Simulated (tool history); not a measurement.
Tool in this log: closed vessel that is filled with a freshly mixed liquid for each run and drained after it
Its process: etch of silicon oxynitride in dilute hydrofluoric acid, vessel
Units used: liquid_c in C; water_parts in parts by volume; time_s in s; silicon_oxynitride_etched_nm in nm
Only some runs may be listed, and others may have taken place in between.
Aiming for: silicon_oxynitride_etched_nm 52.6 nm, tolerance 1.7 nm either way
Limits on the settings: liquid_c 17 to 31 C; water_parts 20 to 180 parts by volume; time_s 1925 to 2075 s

run  hour  liquid_c  water_parts  time_s  silicon_oxynitride_etched_nm
  1     0        23          100    1925                         44.74
  2   1.7      23.5          100    1925                        45.378
  3   7.3      23.5          100    2075                        49.025
  4   8.9      23.5          100    2075                        48.812
  5  14.8        24          100    2075                        50.329
  6  21.9        24          120    2075                        41.266
  7  29.4        25          120    2075                        43.243
  8  31.1      25.5          120    2075                        43.558
  9  35.1        26          120    2075                        45.211
 10  43.9      26.5          120    2075                          45.8
 11    45        27          120    2075                         46.45
 12  48.8      27.5          120    2075                        48.615
 13  55.7        28          120    2075                        50.154
 14  57.5      28.5          120    2075                        50.726

Consider the 5 candidate settings below. Which is the only one whose results all fall within their allowed miss of target?
  A  59.3        31          120    2075                             ?
  B  59.3      27.5          115    1955                             ?
  C  59.3        25          100    1940                             ?
  D  59.3      24.5          105    2075                             ?
  E  59.3        30          120    2040                             ?

move  silicon_oxynitride_etched_nm
   A                        56.715
   B                        47.937
   C                        49.408
   D                        48.954
   E                        53.359
A: takes the result that was furthest off past its target
B: further off than the last run
C: further off than the last run
D: further off than the last run
E: hits every target within its allowed miss
Correct choice: E, which meets every target
